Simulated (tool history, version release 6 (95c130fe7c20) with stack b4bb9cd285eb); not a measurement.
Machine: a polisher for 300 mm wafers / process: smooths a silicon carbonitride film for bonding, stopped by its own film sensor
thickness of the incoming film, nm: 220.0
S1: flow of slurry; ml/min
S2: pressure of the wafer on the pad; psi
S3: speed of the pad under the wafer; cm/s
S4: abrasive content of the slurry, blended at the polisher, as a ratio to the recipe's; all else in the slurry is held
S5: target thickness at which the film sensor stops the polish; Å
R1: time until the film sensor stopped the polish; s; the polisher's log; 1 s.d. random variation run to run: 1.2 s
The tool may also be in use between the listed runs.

run,hour,S1,S2,S3,S4,S5,R1
1,0,200,1.6,102,1,1990,129.93
2,1.3,200,1.6,102,1.15,1990,123.78
3,2.9,200,1.8,104,1.15,1990,111.3
4,9.1,200,2,106,1.15,1990,97.937
5,15.2,200,2,106,1.15,1980,103.16
6,23.2,160,2,106,1.15,1980,111.71
7,29.1,160,2,106,1.15,1980,110.17
8,31.9,170,2.2,108,1.15,1980,95.872

Run 9 is up next; what results do you expect?
# hour 36.9: slurry nozzle cleaned
9,36.9,185,2.3,108,1.15,1980,?

Run 9 measured R1 85.113 s.

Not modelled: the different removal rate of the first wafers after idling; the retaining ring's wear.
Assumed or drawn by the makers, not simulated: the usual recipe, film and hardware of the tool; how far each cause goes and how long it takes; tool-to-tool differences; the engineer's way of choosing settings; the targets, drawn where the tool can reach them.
